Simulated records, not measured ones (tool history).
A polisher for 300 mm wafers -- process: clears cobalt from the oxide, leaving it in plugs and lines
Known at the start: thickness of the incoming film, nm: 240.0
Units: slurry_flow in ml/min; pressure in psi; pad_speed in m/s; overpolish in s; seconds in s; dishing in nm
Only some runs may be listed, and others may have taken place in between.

run 1 hour=0.0 | slurry_flow=270 pressure=1.7 pad_speed=1.02 overpolish=21 | seconds=51.890 dishing=61.088
run 2 hour=1.8 | slurry_flow=270 pressure=1.7 pad_speed=1.02 overpolish=13 | seconds=52.492 dishing=47.366
run 3 hour=10.0 | slurry_flow=270 pressure=1.5 pad_speed=1.00 overpolish=15 | seconds=57.960 dishing=45.923
run 4 hour=13.4 | slurry_flow=270 pressure=1.4 pad_speed=0.96 overpolish=18 | seconds=64.895 dishing=48.422
run 5 hour=20.4 | slurry_flow=270 pressure=1.6 pad_speed=0.96 overpolish=18 | seconds=58.244 dishing=51.525
run 6 hour=29.3 | slurry_flow=205 pressure=1.6 pad_speed=0.96 overpolish=18 | seconds=60.354 dishing=51.258
run 7 hour=30.1 | slurry_flow=205 pressure=1.5 pad_speed=0.94 overpolish=19 | seconds=65.169 dishing=52.066
run 8 hour=38.7 | slurry_flow=205 pressure=1.4 pad_speed=0.94 overpolish=20 | seconds=67.700 dishing=52.927
run 9 hour=45.9 | slurry_flow=205 pressure=1.3 pad_speed=0.94 overpolish=20 | seconds=70.691 dishing=50.907
run 10 hour=50.5 | slurry_flow=205 pressure=1.2 pad_speed=0.94 overpolish=21 | seconds=74.639 dishing=49.687

Estimate the outcome of run 11 from the log above:
run 11 hour=51.1 | slurry_flow=205 pressure=1.1 pad_speed=0.94 overpolish=22 | seconds=? dishing=?

Run 11 produced seconds 78.857 s, dishing 51.001 nm.
